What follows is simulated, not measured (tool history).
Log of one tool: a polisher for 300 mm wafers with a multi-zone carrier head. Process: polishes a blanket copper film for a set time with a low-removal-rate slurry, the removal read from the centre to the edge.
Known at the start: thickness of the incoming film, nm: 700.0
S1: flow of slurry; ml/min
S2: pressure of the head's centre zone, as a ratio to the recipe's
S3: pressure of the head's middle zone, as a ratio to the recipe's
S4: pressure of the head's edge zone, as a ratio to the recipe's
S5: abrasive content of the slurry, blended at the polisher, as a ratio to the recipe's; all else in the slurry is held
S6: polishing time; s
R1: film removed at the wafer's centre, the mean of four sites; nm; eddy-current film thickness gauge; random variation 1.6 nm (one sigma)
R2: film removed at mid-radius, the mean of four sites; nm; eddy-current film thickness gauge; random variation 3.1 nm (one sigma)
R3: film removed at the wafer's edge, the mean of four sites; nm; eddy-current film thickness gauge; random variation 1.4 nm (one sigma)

run,hour,S1,S2,S3,S4,S5,S6,R1,R2,R3
1,0.0,195,1.00,1.00,1.00,1.00,56,176.85,171.73,176.25
2,8.8,210,1.01,1.04,1.00,1.10,57,184.34,184.57,181.12
3,16.1,225,1.02,1.08,1.01,1.20,58,195.98,203.00,191.41
4,23.2,225,1.02,1.08,1.01,1.20,65,223.82,231.79,215.27
5,31.2,225,1.02,1.08,1.07,1.20,65,220.98,230.66,219.73
6,33.5,230,1.02,1.10,1.06,1.20,65,222.53,226.34,221.94

Forecast run 7:
7,36.9,230,1.02,1.11,1.04,1.25,65,?,?,?

{"run 7": {"R1": 221.71, "R2": 230.97, "R3": 222.94}}
